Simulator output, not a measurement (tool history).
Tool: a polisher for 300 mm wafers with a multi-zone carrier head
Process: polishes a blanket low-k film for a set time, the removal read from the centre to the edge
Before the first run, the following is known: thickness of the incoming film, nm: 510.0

run,hour,flow of slurry (ml/min),pressure of the head's centre zone,pressure of the head's middle zone,pressure of the head's edge zone,abrasive content of the slurry,polishing time (s),film removed at the wafer's centre (angstrom),film removed at mid-radius (angstrom),film removed at the wafer's edge (angstrom)
1,0,270,1,1,1,1,69,220.02,217.1,214.47
2,0.8,270,1,1,1,0.9,69,205.19,204.89,209.76
3,7.4,270,1,1,1,0.9,77,232.46,225.04,227.73
4,9.4,270,1.04,1,1,0.9,77,240.17,229.11,227.41
5,16.8,270,1.04,1,1,0.75,77,215.09,199.73,200.2
6,19.4,270,1.09,1,1,0.75,77,228.03,201.3,202.97
7,23,275,1.1,0.99,1.03,0.8,77,239.1,206.36,213.83
8,26.8,280,1.11,1,1.06,0.85,77,245.86,218.56,228.03
9,32,285,1.13,1,1.08,0.85,77,255.77,219.78,230.13

Estimate the outcome of run 10 from the log above:
10,33.4,295,1.13,1,1.1,0.85,77,?,?,?

film removed at the wafer's centre (angstrom): 255.85
film removed at mid-radius (angstrom): 214.74
film removed at the wafer's edge (angstrom): 229.59
